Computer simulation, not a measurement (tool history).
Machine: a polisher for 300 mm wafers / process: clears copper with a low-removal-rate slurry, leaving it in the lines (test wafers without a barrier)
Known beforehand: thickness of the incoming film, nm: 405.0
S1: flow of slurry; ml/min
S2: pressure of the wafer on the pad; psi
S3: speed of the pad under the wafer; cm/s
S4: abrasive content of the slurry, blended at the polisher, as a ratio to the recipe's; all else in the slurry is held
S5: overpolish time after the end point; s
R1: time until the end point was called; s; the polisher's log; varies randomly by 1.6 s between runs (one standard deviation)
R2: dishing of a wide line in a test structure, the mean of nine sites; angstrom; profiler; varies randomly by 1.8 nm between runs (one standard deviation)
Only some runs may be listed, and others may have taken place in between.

run  hour   S1   S2   S3   S4  S5      R1      R2
  1     0  195  2.8  142    1  28  118.66   532.2
  2   7.8  195  2.9  142    1  30  118.67  604.76
  3    15  195  2.6  142    1  30  124.88  561.59
  4  21.5  195  2.8  142    1  31   119.3  609.45
  5  24.2  195    3  142    1  32  118.31  627.63
  6  25.3  195    3  142  0.8  32  120.46  623.72

Run 7 comes next. What will it give?
  7  34.2  195  3.2  142  0.8  33   ?   ?

R1: 116.1 s
R2: 653.28 angstrom

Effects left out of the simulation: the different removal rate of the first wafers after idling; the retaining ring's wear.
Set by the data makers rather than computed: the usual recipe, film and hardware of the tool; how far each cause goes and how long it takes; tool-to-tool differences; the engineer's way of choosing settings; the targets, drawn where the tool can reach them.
